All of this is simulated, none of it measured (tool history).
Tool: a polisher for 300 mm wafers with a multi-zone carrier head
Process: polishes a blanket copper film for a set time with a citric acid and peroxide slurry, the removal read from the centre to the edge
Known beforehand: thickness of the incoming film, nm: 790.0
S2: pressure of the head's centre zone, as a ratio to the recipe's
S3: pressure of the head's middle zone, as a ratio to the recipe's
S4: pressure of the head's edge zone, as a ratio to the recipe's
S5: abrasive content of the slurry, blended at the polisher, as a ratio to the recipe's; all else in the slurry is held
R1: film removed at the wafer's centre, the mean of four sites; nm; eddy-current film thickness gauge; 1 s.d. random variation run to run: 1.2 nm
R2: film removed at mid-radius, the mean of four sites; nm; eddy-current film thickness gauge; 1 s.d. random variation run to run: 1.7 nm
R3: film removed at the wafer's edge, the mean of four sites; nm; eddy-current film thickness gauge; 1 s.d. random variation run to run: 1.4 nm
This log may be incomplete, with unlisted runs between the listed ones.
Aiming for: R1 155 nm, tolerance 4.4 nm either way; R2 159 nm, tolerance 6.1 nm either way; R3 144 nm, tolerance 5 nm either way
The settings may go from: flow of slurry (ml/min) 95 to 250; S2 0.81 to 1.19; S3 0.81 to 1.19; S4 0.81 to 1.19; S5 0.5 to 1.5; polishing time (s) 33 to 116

run 1 hour=0 | flow_of_slurry_(ml/min)=160 S2=1 S3=1 S4=1 S5=1 polishing_time_(s)=74 | R1=135.47 R2=142.19 R3=132.96
run 2 hour=2.9 | flow_of_slurry_(ml/min)=160 S2=1 S3=1.03 S4=1 S5=1 polishing_time_(s)=74 | R1=134.28 R2=146.25 R3=133.3
run 3 hour=5.5 | flow_of_slurry_(ml/min)=165 S2=1.01 S3=1.03 S4=1 S5=1 polishing_time_(s)=74 | R1=138.4 R2=144.84 R3=133.78
run 4 hour=13.8 | flow_of_slurry_(ml/min)=170 S2=1.01 S3=1.04 S4=1 S5=1 polishing_time_(s)=74 | R1=139.97 R2=147.09 R3=134.74
run 5 hour=14.4 | flow_of_slurry_(ml/min)=170 S2=1.01 S3=1.04 S4=1.06 S5=1 polishing_time_(s)=74 | R1=138.21 R2=144.21 R3=137.51
run 6 hour=19.2 | flow_of_slurry_(ml/min)=170 S2=1.01 S3=1.04 S4=1.06 S5=1 polishing_time_(s)=83 | R1=157.56 R2=164.4 R3=155.91
run 7 hour=19.7 | flow_of_slurry_(ml/min)=170 S2=1.01 S3=1.04 S4=1.05 S5=1 polishing_time_(s)=83 | R1=155.21 R2=162.68 R3=156.31
run 8 hour=20.9 | flow_of_slurry_(ml/min)=170 S2=1.01 S3=1.04 S4=1.04 S5=1 polishing_time_(s)=83 | R1=153.57 R2=164.71 R3=154.24
run 9 hour=29.2 | flow_of_slurry_(ml/min)=170 S2=1.01 S3=1.04 S4=1.04 S5=1 polishing_time_(s)=83 | R1=156.06 R2=163.08 R3=155.17

Exactly one of the 4 candidate moves below puts every result within its allowed miss. Which one?
run A hour=37.5 | flow_of_slurry_(ml/min)=170 S2=0.96 S3=0.98 S4=1.11 S5=1.05 polishing_time_(s)=89 | R1=? R2=? R3=?
run B hour=37.5 | flow_of_slurry_(ml/min)=165 S2=0.97 S3=0.98 S4=1.08 S5=1.3 polishing_time_(s)=81 | R1=? R2=? R3=?
run C hour=37.5 | flow_of_slurry_(ml/min)=175 S2=1.04 S3=1.04 S4=0.97 S5=1.05 polishing_time_(s)=79 | R1=? R2=? R3=?
run D hour=37.5 | flow_of_slurry_(ml/min)=155 S2=1.03 S3=1.05 S4=1.06 S5=0.85 polishing_time_(s)=90 | R1=? R2=? R3=?

move=A R1=160.37 R2=168.33 R3=172.46
move=B R1=156.03 R2=162.14 R3=164
move=C R1=154.95 R2=157.55 R3=143.5
move=D R1=161.73 R2=167.66 R3=158.77
A: moves away from the targets compared with the last run
B: moves away from the targets compared with the last run
C: all results in spec
D: moves away from the targets compared with the last run
The move that meets every target is C.
